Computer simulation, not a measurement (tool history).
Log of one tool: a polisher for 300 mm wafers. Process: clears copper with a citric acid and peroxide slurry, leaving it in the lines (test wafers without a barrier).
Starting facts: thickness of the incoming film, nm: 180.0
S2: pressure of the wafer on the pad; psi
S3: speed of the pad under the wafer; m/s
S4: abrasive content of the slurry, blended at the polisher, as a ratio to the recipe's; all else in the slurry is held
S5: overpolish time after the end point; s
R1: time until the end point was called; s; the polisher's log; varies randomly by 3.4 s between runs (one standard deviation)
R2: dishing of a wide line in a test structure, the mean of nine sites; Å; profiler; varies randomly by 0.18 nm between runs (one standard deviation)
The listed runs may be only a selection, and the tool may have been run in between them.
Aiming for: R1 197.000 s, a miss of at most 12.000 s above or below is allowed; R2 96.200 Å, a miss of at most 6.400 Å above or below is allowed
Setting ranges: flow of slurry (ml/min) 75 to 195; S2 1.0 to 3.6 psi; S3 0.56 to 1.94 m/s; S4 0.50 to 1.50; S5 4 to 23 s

{"run": 1, "hour": 0.0, "flow of slurry (ml/min)": 125, "S2": 2.3, "S3": 1.24, "S4": 1.0, "S5": 12, "R1": 92.458, "R2": 170.41}
{"run": 2, "hour": 3.0, "flow of slurry (ml/min)": 125, "S2": 2.3, "S3": 1.24, "S4": 1.0, "S5": 8, "R1": 92.673, "R2": 124.41}
{"run": 3, "hour": 8.7, "flow of slurry (ml/min)": 125, "S2": 2.3, "S3": 1.48, "S4": 1.0, "S5": 8, "R1": 75.644, "R2": 139.92}
{"run": 4, "hour": 14.7, "flow of slurry (ml/min)": 125, "S2": 2.0, "S3": 1.36, "S4": 1.0, "S5": 9, "R1": 95.149, "R2": 129.44}
{"run": 5, "hour": 18.9, "flow of slurry (ml/min)": 125, "S2": 2.0, "S3": 1.36, "S4": 0.9, "S5": 9, "R1": 95.614, "R2": 122.97}
{"run": 6, "hour": 25.2, "flow of slurry (ml/min)": 125, "S2": 2.0, "S3": 1.36, "S4": 0.9, "S5": 5, "R1": 96.111, "R2": 72.102}
{"run": 7, "hour": 30.2, "flow of slurry (ml/min)": 125, "S2": 2.0, "S3": 1.36, "S4": 0.9, "S5": 5, "R1": 98.97, "R2": 73.615}
{"run": 8, "hour": 37.8, "flow of slurry (ml/min)": 125, "S2": 1.8, "S3": 1.26, "S4": 1.0, "S5": 6, "R1": 108.69, "R2": 75.537}
{"run": 9, "hour": 45.9, "flow of slurry (ml/min)": 120, "S2": 1.2, "S3": 0.9, "S4": 1.2, "S5": 12, "R1": 218.83, "R2": 78.225}
{"run": 10, "hour": 54.2, "flow of slurry (ml/min)": 125, "S2": 1.2, "S3": 0.9, "S4": 1.2, "S5": 12, "R1": 212.83, "R2": 75.12}
{"run": 11, "hour": 54.9, "flow of slurry (ml/min)": 125, "S2": 1.3, "S3": 0.9, "S4": 1.2, "S5": 12, "R1": 205.04, "R2": 83.712}
{"run": 12, "hour": 61.1, "flow of slurry (ml/min)": 130, "S2": 1.4, "S3": 0.9, "S4": 1.2, "S5": 13, "R1": 186.34, "R2": 96.116}
{"run": 13, "hour": 65.2, "flow of slurry (ml/min)": 130, "S2": 1.4, "S3": 0.9, "S4": 1.2, "S5": 13, "R1": 187.96, "R2": 94.599}

Which of these 4 next moves meets every target?
{"run": "A", "hour": 69.3, "flow of slurry (ml/min)": 170, "S2": 1.7, "S3": 0.76, "S4": 1.3, "S5": 13, "R1": "?", "R2": "?"}
{"run": "B", "hour": 69.3, "flow of slurry (ml/min)": 130, "S2": 1.2, "S3": 1.18, "S4": 1.05, "S5": 12, "R1": "?", "R2": "?"}
{"run": "C", "hour": 69.3, "flow of slurry (ml/min)": 95, "S2": 1.4, "S3": 1.12, "S4": 1.15, "S5": 12, "R1": "?", "R2": "?"}
{"run": "D", "hour": 69.3, "flow of slurry (ml/min)": 135, "S2": 1.2, "S3": 1.04, "S4": 1.05, "S5": 14, "R1": "?", "R2": "?"}

move=A R1=165.170 R2=107.200
move=B R1=169.510 R2=96.057
move=C R1=160.690 R2=101.420
move=D R1=189.550 R2=99.908
A: further off than the last run
B: further off than the last run
C: further off than the last run
D: meets every target
Answer: D
